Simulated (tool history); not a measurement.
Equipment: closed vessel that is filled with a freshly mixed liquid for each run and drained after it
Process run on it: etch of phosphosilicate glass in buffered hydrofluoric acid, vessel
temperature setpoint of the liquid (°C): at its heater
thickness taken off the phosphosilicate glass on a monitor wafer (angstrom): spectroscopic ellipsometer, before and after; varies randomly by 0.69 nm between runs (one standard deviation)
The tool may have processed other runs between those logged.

run	day	temperature setpoint of the liquid (°C)	parts of 40 % ammonium fluoride to one part of 49 % hydrofluoric acid (parts by volume)	time in the liquid (s)	thickness taken off the phosphosilicate glass on a monitor wafer (angstrom)
1	0	20	24	30	383.15
2	0.117	20	24	30	379.1
3	0.342	18.5	24	30	354.37
4	0.462	20.5	21.5	30	423.15
5	0.842	22.5	21.5	30	481.59
6	1.096	24	20.5	30	533.89
7	1.471	25	19.5	30	591.8
8	1.767	25.5	19	30	612.49
9	1.85	28	15.5	30	864.97

Run 10, settings as shown, results not yet in. Your forecast:
10	2.171	27.5	15.5	30	?

thickness taken off the phosphosilicate glass on a monitor wafer (angstrom): 857.93

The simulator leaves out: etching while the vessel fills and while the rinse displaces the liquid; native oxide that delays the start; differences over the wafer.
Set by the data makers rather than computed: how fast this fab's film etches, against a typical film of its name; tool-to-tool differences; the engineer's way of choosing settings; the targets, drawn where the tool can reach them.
